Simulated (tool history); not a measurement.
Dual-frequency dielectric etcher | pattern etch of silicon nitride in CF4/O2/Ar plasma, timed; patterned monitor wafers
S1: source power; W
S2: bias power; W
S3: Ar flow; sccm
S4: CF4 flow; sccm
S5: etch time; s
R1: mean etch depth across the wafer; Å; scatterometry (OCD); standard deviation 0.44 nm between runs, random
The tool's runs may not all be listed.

{"run": 1, "hour": 0.0, "S1": 460, "S2": 36, "S3": 138, "S4": 96, "S5": 57.5, "R1": 913.97}
{"run": 2, "hour": 1.5, "S1": 460, "S2": 36, "S3": 138, "S4": 87, "S5": 57.5, "R1": 903.96}
{"run": 3, "hour": 5.2, "S1": 430, "S2": 36, "S3": 138, "S4": 87, "S5": 57.5, "R1": 860.62}
{"run": 4, "hour": 11.9, "S1": 400, "S2": 36, "S3": 138, "S4": 87, "S5": 57.5, "R1": 825.65}
{"run": 5, "hour": 20.8, "S1": 380, "S2": 36, "S3": 138, "S4": 87, "S5": 57.5, "R1": 805.3}
{"run": 6, "hour": 25.7, "S1": 360, "S2": 36, "S3": 138, "S4": 87, "S5": 57.5, "R1": 776.75}
{"run": 7, "hour": 31.1, "S1": 350, "S2": 36, "S3": 138, "S4": 87, "S5": 57.5, "R1": 782.13}

Run 8 has not been measured yet. What should we expect?
{"run": 8, "hour": 34.3, "S1": 330, "S2": 36, "S3": 138, "S4": 87, "S5": 57.5, "R1": "?"}

{"run 8": {"R1": 753.66}}
